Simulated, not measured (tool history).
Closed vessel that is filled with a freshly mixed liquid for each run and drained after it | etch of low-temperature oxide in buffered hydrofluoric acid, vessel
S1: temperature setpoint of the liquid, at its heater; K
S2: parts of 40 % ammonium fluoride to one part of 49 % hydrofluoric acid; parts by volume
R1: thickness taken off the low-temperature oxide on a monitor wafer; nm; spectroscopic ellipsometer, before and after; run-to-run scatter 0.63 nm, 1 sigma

{"run": 1, "hour": 0.0, "S1": 294.15, "S2": 18.5, "time in the liquid (s)": 95, "R1": 112.63}
{"run": 2, "hour": 1.6, "S1": 294.15, "S2": 18.5, "time in the liquid (s)": 100, "R1": 117.82}
{"run": 3, "hour": 5.2, "S1": 293.15, "S2": 20.5, "time in the liquid (s)": 100, "R1": 101.77}
{"run": 4, "hour": 6.2, "S1": 293.15, "S2": 20.5, "time in the liquid (s)": 100, "R1": 99.86}
{"run": 5, "hour": 10.9, "S1": 292.65, "S2": 21.5, "time in the liquid (s)": 100, "R1": 95.364}
{"run": 6, "hour": 16.4, "S1": 292.65, "S2": 21.5, "time in the liquid (s)": 100, "R1": 96.262}
{"run": 7, "hour": 25.2, "S1": 292.65, "S2": 21.5, "time in the liquid (s)": 100, "R1": 94.495}
{"run": 8, "hour": 30.5, "S1": 290.15, "S2": 27.5, "time in the liquid (s)": 100, "R1": 70.511}

Run 9 has not been measured yet. What should we expect?
{"run": 9, "hour": 37.0, "S1": 290.15, "S2": 28, "time in the liquid (s)": 100, "R1": "?"}

R1: 68.742 nm
